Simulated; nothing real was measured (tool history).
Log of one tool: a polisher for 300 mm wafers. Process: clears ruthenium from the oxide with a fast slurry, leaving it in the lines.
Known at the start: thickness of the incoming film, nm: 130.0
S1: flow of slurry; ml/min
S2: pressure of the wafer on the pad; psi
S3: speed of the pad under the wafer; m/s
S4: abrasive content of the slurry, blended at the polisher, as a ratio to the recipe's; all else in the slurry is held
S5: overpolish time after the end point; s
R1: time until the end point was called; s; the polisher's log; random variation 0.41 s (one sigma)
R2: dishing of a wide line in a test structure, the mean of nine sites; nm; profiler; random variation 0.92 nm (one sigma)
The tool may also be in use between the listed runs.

Run 1, hour 0.0: S1 225 ml/min, S2 3.4 psi, S3 0.90 m/s, S4 1.00, S5 13 s. Result: R1 26.396 s, R2 52.219 nm.
Run 2, hour 2.1: S1 225 ml/min, S2 3.4 psi, S3 0.90 m/s, S4 1.15, S5 13 s. Result: R1 23.554 s, R2 55.782 nm.
Run 3, hour 7.4: S1 225 ml/min, S2 3.4 psi, S3 0.90 m/s, S4 0.95, S5 13 s. Result: R1 26.927 s, R2 50.891 nm.
Run 4, hour 16.3: S1 225 ml/min, S2 3.4 psi, S3 0.90 m/s, S4 1.00, S5 13 s. Result: R1 26.253 s, R2 52.143 nm.
Run 5, hour 24.5: S1 225 ml/min, S2 3.4 psi, S3 1.10 m/s, S4 1.00, S5 13 s. Result: R1 21.278 s, R2 61.138 nm.
Run 6, hour 29.6: S1 225 ml/min, S2 3.4 psi, S3 1.10 m/s, S4 1.00, S5 14 s. Result: R1 21.446 s, R2 65.371 nm.

Forecast run 7:
Run 7, hour 33.6: S1 225 ml/min, S2 3.4 psi, S3 1.10 m/s, S4 1.00, S5 15 s. Result: R1 ?, R2 ?.

{"run 7": {"R1": 20.882, "R2": 69.812}}
